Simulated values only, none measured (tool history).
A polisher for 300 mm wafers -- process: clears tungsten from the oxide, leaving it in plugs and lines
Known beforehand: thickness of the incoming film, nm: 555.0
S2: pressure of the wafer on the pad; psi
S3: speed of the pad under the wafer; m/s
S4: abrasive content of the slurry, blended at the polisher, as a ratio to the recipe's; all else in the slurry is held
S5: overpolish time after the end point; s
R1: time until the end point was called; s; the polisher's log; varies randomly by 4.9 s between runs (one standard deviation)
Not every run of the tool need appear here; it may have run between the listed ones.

Run 1, hour 0: flow of slurry (ml/min) 130, S2 3.6 psi, S3 0.96 m/s, S4 1, S5 13 s. Result: R1 153.43 s.
Run 2, hour 2.7: flow of slurry (ml/min) 130, S2 3.6 psi, S3 0.96 m/s, S4 1, S5 14 s. Result: R1 150.05 s.
Run 3, hour 7.9: flow of slurry (ml/min) 130, S2 3.6 psi, S3 0.78 m/s, S4 1, S5 14 s. Result: R1 188.56 s.
Run 4, hour 15.3: flow of slurry (ml/min) 130, S2 3.4 psi, S3 0.78 m/s, S4 1, S5 14 s. Result: R1 197.05 s.
Run 5, hour 18.1: flow of slurry (ml/min) 130, S2 3.2 psi, S3 0.78 m/s, S4 1, S5 14 s. Result: R1 207.28 s.
Run 6, hour 20.3: flow of slurry (ml/min) 130, S2 3 psi, S3 0.78 m/s, S4 1, S5 14 s. Result: R1 223.47 s.

Predict the results of run 7:
At hour 28.5: worn pad replaced by a new one.
Run 7, hour 28.5: flow of slurry (ml/min) 130, S2 2.9 psi, S3 0.78 m/s, S4 1, S5 14 s. Result: R1 ?.

{"run 7": {"R1": 202.34}}
